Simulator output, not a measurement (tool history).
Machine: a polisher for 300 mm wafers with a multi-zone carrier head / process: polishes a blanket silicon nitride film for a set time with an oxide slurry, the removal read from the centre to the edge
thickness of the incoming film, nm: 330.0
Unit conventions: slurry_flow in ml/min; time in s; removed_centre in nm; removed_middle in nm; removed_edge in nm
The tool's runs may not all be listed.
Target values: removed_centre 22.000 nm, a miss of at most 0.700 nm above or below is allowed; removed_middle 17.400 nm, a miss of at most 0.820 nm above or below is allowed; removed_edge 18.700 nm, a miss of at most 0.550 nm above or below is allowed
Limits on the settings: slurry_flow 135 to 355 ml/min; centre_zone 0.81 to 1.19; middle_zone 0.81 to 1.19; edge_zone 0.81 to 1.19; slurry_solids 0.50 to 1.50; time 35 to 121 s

| run | hour | slurry_flow | centre_zone | middle_zone | edge_zone | slurry_solids | time | removed_centre | removed_middle | removed_edge |
|---|---|---|---|---|---|---|---|---|---|---|
| 1 | 0.0 | 225 | 1.00 | 1.00 | 1.00 | 1.00 | 78 | 39.385 | 36.340 | 36.883 |
| 2 | 4.7 | 220 | 1.01 | 0.95 | 0.96 | 0.85 | 68 | 32.058 | 28.611 | 28.159 |
| 3 | 10.2 | 220 | 1.01 | 0.95 | 0.96 | 0.70 | 68 | 27.510 | 24.391 | 24.739 |
| 4 | 12.4 | 220 | 1.01 | 0.95 | 0.96 | 0.70 | 78 | 30.994 | 27.353 | 27.867 |
| 5 | 17.0 | 210 | 1.01 | 0.90 | 0.95 | 0.65 | 72 | 27.214 | 23.500 | 23.733 |
| 6 | 18.5 | 205 | 1.02 | 0.87 | 0.97 | 0.60 | 70 | 24.595 | 20.744 | 22.224 |
| 7 | 24.2 | 170 | 1.05 | 0.81 | 0.87 | 0.50 | 65 | 19.081 | 14.328 | 15.854 |
| 8 | 25.3 | 205 | 1.04 | 0.82 | 0.88 | 0.50 | 65 | 19.430 | 14.848 | 16.289 |
| 9 | 32.7 | 205 | 1.05 | 0.84 | 0.91 | 0.50 | 64 | 19.234 | 15.096 | 16.485 |

Exercise: of the 5 proposed moves below, exactly one satisfies all targets within the stated allowed misses. Which move is it?
| A | 40.1 | 190 | 1.06 | 0.84 | 0.89 | 0.50 | 55 | ? | ? | ? |
| B | 40.1 | 160 | 1.00 | 0.81 | 1.19 | 0.50 | 62 | ? | ? | ? |
| C | 40.1 | 235 | 0.95 | 0.83 | 1.00 | 0.55 | 61 | ? | ? | ? |
| D | 40.1 | 195 | 1.07 | 0.89 | 0.97 | 0.55 | 65 | ? | ? | ? |
| E | 40.1 | 205 | 0.94 | 0.94 | 0.95 | 0.55 | 66 | ? | ? | ? |

| move | removed_centre | removed_middle | removed_edge |
|---|---|---|---|
| A | 16.405 | 12.744 | 13.628 |
| B | 17.002 | 13.628 | 17.423 |
| C | 18.554 | 15.891 | 18.007 |
| D | 21.750 | 17.538 | 18.589 |
| E | 19.537 | 18.765 | 18.762 |
A: misses by more than the last run did
B: misses by more than the last run did
C: misses by more than the last run did
D: hits every target within its allowed miss
E: gets the furthest-off result to its target, but another result is out of tolerance
So the answer is move D, the one that meets all the targets.
